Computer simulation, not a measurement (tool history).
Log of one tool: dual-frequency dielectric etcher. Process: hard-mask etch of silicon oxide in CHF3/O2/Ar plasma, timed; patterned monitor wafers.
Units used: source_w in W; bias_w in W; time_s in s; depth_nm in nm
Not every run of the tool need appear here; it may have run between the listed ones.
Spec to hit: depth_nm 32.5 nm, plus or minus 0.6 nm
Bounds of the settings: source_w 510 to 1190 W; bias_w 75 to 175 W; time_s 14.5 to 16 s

run	hour	source_w	bias_w	time_s	depth_nm
1	0	850	125	16	30.071
2	5.5	780	125	16	28.964
3	7	810	126	16	29.352
4	13.8	810	126	14.5	26.729
5	18.3	860	127	14.5	27.648
6	21.4	900	130	14.5	28.075
7	28.5	900	130	14.5	27.861
8	35	930	133	14.5	28.654
9	39.9	960	136	14.5	29.213
10	47.6	960	136	14.5	29.38
11	49.1	990	137	14.5	29.229
12	56.9	1140	162	15	33.922
13	59.8	1130	161	15	34.081
14	68.5	1120	160	15	33.875
15	75.4	1110	160	15	33.65

Which one of the following 4 next-run settings gets every result inside its allowed miss? There is exactly one.
A	82.3	1030	165	16	?
B	82.3	1060	174	15.5	?
C	82.3	980	167	15	?
D	82.3	1150	174	15	?

move	depth_nm
A	35.407
B	35.275
C	32.718
D	35.184
A: moves away from the targets compared with the last run
B: moves away from the targets compared with the last run
C: each result inside its tolerance
D: moves away from the targets compared with the last run
Answer: C

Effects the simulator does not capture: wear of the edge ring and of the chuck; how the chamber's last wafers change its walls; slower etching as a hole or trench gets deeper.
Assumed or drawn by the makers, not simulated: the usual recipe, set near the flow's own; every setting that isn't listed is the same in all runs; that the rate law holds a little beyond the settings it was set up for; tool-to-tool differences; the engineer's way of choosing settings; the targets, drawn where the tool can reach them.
